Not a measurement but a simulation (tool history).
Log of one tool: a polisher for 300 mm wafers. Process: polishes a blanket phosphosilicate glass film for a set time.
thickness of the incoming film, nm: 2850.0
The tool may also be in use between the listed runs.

| run | day | flow of slurry (ml/min) | pressure of the wafer on the pad (kPa) | speed of the pad under the wafer (cm/s) | abrasive content of the slurry | polishing time (s) | film removed (nm) |
|---|---|---|---|---|---|---|---|
| 1 | 0 | 255 | 26.2 | 128 | 1 | 86 | 927.36 |
| 2 | 0.138 | 255 | 29 | 128 | 1 | 86 | 1029.1 |
| 3 | 0.462 | 255 | 29 | 128 | 0.8 | 86 | 844.04 |
| 4 | 0.5 | 255 | 29 | 128 | 0.9 | 86 | 928.67 |
| 5 | 0.596 | 255 | 29 | 128 | 0.8 | 86 | 840.25 |
| 6 | 0.642 | 255 | 29 | 128 | 0.9 | 86 | 930.05 |
| 7 | 0.692 | 255 | 31.7 | 130 | 0.9 | 86 | 1019 |
| 8 | 0.821 | 255 | 38.6 | 142 | 0.9 | 86 | 1290.9 |
| 9 | 1.167 | 255 | 39.3 | 144 | 0.9 | 86 | 1338.8 |

The next listed run, before its measurement:
| 10 | 1.3 | 255 | 39.3 | 146 | 0.9 | 86 | ? |

{"run 10": {"film removed (nm)": 1362.8}}
